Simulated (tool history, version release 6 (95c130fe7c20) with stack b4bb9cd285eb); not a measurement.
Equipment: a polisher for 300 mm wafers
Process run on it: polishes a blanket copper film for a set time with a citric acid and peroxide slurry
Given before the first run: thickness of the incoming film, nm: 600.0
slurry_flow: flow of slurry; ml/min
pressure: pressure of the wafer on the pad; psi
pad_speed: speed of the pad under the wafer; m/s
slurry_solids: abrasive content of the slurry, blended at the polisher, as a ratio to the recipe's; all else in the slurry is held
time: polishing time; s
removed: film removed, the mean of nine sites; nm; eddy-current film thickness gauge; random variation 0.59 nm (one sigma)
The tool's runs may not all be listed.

{"run": 1, "day": 0.0, "slurry_flow": 285, "pressure": 2.6, "pad_speed": 1, "slurry_solids": 1, "time": 38, "removed": 68.7}
{"run": 2, "day": 0.042, "slurry_flow": 285, "pressure": 2.5, "pad_speed": 1, "slurry_solids": 1, "time": 38, "removed": 66.189}
{"run": 3, "day": 0.296, "slurry_flow": 285, "pressure": 2.4, "pad_speed": 1, "slurry_solids": 1, "time": 38, "removed": 65.119}
{"run": 4, "day": 0.533, "slurry_flow": 285, "pressure": 2.9, "pad_speed": 1, "slurry_solids": 1, "time": 38, "removed": 77.043}
{"run": 5, "day": 0.7, "slurry_flow": 285, "pressure": 2.9, "pad_speed": 1, "slurry_solids": 1, "time": 33, "removed": 67.662}
{"run": 6, "day": 0.95, "slurry_flow": 285, "pressure": 2.9, "pad_speed": 1, "slurry_solids": 1, "time": 38, "removed": 75.947}

Run 7 has not been measured yet. What should we expect?
{"run": 7, "day": 1.05, "slurry_flow": 285, "pressure": 2.7, "pad_speed": 1, "slurry_solids": 1, "time": 38, "removed": "?"}

Run 7 gave removed 72.014 nm.

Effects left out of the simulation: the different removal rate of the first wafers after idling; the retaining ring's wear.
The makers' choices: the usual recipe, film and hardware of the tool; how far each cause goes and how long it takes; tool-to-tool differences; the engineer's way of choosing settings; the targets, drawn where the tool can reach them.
